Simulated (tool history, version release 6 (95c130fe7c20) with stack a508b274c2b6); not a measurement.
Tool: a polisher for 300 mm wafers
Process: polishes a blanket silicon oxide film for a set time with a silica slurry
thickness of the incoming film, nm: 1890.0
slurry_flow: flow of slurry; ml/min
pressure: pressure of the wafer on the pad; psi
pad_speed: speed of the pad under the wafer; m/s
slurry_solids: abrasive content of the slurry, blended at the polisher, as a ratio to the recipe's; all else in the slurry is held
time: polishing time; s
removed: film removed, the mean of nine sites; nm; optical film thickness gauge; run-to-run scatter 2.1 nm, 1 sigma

run	hour	slurry_flow	pressure	pad_speed	slurry_solids	time	removed
1	0	205	5.4	1.22	1	57	241.79
2	6.8	205	5.3	1.22	1	57	242.58
3	11.8	205	5.9	1.22	1	57	267.54
4	18	205	6.6	1.22	1	57	300.51
5	24.1	205	6.3	1.22	1	57	284.56
6	28.4	205	6.3	1.22	0.85	57	264.96
7	32.9	205	6.1	1.22	0.85	57	262.61

Run 8 is up next; what results do you expect?
8	40.9	205	5.9	1.22	0.85	57	?

removed: 248.67 nm

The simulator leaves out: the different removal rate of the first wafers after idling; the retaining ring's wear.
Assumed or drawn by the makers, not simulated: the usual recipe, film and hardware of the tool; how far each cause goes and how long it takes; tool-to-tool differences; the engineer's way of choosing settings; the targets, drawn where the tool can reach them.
